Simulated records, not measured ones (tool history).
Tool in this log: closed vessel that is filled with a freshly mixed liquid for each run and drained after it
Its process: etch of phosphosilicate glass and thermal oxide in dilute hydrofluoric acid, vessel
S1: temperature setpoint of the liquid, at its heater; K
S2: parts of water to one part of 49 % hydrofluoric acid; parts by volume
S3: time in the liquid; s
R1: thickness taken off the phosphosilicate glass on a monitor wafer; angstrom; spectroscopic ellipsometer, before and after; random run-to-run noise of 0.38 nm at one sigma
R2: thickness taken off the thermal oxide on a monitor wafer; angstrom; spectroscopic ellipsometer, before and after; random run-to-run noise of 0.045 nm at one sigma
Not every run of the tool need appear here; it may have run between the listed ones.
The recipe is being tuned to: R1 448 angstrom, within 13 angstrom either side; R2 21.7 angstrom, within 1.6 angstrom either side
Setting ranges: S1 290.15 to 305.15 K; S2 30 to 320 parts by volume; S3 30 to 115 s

{"run": 1, "hour": 0.0, "S1": 297.15, "S2": 175, "S3": 60, "R1": 353.66, "R2": 17.492}
{"run": 2, "hour": 4.3, "S1": 299.15, "S2": 175, "S3": 60, "R1": 381.04, "R2": 19.195}
{"run": 3, "hour": 12.6, "S1": 296.15, "S2": 175, "S3": 60, "R1": 335.82, "R2": 16.21}
{"run": 4, "hour": 16.6, "S1": 297.65, "S2": 170, "S3": 60, "R1": 369.01, "R2": 17.705}
{"run": 5, "hour": 18.9, "S1": 295.65, "S2": 170, "S3": 60, "R1": 345.37, "R2": 16.66}
{"run": 6, "hour": 22.4, "S1": 297.65, "S2": 170, "S3": 60, "R1": 368.65, "R2": 17.765}
{"run": 7, "hour": 31.2, "S1": 299.15, "S2": 170, "S3": 60, "R1": 392.17, "R2": 19.036}
{"run": 8, "hour": 37.9, "S1": 300.15, "S2": 170, "S3": 60, "R1": 411.01, "R2": 20.259}
{"run": 9, "hour": 46.6, "S1": 300.65, "S2": 170, "S3": 60, "R1": 410.81, "R2": 19.929}
{"run": 10, "hour": 54.4, "S1": 301.15, "S2": 170, "S3": 60, "R1": 418.35, "R2": 20.598}
{"run": 11, "hour": 54.9, "S1": 301.15, "S2": 170, "S3": 60, "R1": 417.85, "R2": 20.489}
{"run": 12, "hour": 59.9, "S1": 301.65, "S2": 170, "S3": 60, "R1": 428.69, "R2": 20.615}

Which single option among these 4 for the next run brings every result within its allowed miss of target? Just one does.
{"run": "A", "hour": 64.9, "S1": 303.65, "S2": 150, "S3": 50, "R1": "?", "R2": "?"}
{"run": "B", "hour": 64.9, "S1": 300.65, "S2": 170, "S3": 60, "R1": "?", "R2": "?"}
{"run": "C", "hour": 64.9, "S1": 300.15, "S2": 155, "S3": 55, "R1": "?", "R2": "?"}
{"run": "D", "hour": 64.9, "S1": 304.15, "S2": 155, "S3": 45, "R1": "?", "R2": "?"}

move=A R1=444.02 R2=21.664
move=B R1=411.42 R2=20.074
move=C R1=413.57 R2=20.178
move=D R1=391.07 R2=19.08
A: hits every target within its allowed miss
B: misses by more than the last run did
C: misses by more than the last run did
D: misses by more than the last run did
So the answer is move A, the one that meets all the targets.
